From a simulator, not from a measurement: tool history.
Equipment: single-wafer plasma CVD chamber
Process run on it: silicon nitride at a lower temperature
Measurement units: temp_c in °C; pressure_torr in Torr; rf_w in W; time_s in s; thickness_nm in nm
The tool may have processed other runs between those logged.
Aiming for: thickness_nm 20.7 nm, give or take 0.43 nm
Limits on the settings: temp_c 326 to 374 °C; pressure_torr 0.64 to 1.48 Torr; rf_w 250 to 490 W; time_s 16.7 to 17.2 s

{"run": 1, "hour": 0.0, "temp_c": 350, "pressure_torr": 1.06, "rf_w": 370, "time_s": 16.7, "thickness_nm": 18.386}
{"run": 2, "hour": 5.2, "temp_c": 350, "pressure_torr": 1.12, "rf_w": 375, "time_s": 16.7, "thickness_nm": 18.711}
{"run": 3, "hour": 12.6, "temp_c": 350, "pressure_torr": 1.23, "rf_w": 375, "time_s": 16.7, "thickness_nm": 19.131}
{"run": 4, "hour": 18.3, "temp_c": 350, "pressure_torr": 1.23, "rf_w": 335, "time_s": 16.7, "thickness_nm": 18.285}
{"run": 5, "hour": 25.3, "temp_c": 350, "pressure_torr": 1.23, "rf_w": 380, "time_s": 16.7, "thickness_nm": 19.104}
{"run": 6, "hour": 29.5, "temp_c": 350, "pressure_torr": 1.25, "rf_w": 390, "time_s": 16.7, "thickness_nm": 19.733}
{"run": 7, "hour": 35.1, "temp_c": 350, "pressure_torr": 1.28, "rf_w": 390, "time_s": 16.7, "thickness_nm": 19.661}
{"run": 8, "hour": 37.8, "temp_c": 350, "pressure_torr": 1.28, "rf_w": 390, "time_s": 16.7, "thickness_nm": 19.761}
{"run": 9, "hour": 43.8, "temp_c": 350, "pressure_torr": 1.3, "rf_w": 395, "time_s": 16.7, "thickness_nm": 19.673}

Next run, 5 choices. One meets every target within its allowed miss, the rest don't. Which?
{"run": "A", "hour": 49.8, "temp_c": 344, "pressure_torr": 1.23, "rf_w": 350, "time_s": 16.9, "thickness_nm": "?"}
{"run": "B", "hour": 49.8, "temp_c": 348, "pressure_torr": 1.19, "rf_w": 365, "time_s": 17.1, "thickness_nm": "?"}
{"run": "C", "hour": 49.8, "temp_c": 361, "pressure_torr": 1.02, "rf_w": 385, "time_s": 16.8, "thickness_nm": "?"}
{"run": "D", "hour": 49.8, "temp_c": 350, "pressure_torr": 1.33, "rf_w": 365, "time_s": 17, "thickness_nm": "?"}
{"run": "E", "hour": 49.8, "temp_c": 340, "pressure_torr": 1.33, "rf_w": 430, "time_s": 16.7, "thickness_nm": "?"}

move=A thickness_nm=18.9
move=B thickness_nm=19.303
move=C thickness_nm=18.584
move=D thickness_nm=19.709
move=E thickness_nm=20.952
A: further off than the last run
B: further off than the last run
C: further off than the last run
D: no better and no worse than the last run
E: in spec on every target
Answer: E

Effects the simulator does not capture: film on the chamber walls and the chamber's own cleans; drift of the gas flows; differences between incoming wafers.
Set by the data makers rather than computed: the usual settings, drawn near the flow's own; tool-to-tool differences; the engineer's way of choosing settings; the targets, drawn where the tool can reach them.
